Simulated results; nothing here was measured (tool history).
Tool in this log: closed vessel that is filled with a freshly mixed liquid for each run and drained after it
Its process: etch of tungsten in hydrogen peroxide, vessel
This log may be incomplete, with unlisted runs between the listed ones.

run	hour	temperature setpoint of the liquid (C)	concentration of hydrogen peroxide in the mixed liquid (% by weight)	time in the liquid (s)	thickness taken off the tungsten on a monitor wafer (angstrom)
1	0.0	46.0	16	95	627.63
2	1.6	49.5	16	95	781.34
3	3.4	49.5	16	100	832.03
4	8.6	52.5	16	100	976.65
5	13.4	52.5	16	100	991.96
6	14.2	53.5	16	100	1056.40
7	22.6	54.0	16	100	1095.50

What does the tool deliver on the next run?
8	26.7	54.5	16	100	?

thickness taken off the tungsten on a monitor wafer (angstrom): 1124.80

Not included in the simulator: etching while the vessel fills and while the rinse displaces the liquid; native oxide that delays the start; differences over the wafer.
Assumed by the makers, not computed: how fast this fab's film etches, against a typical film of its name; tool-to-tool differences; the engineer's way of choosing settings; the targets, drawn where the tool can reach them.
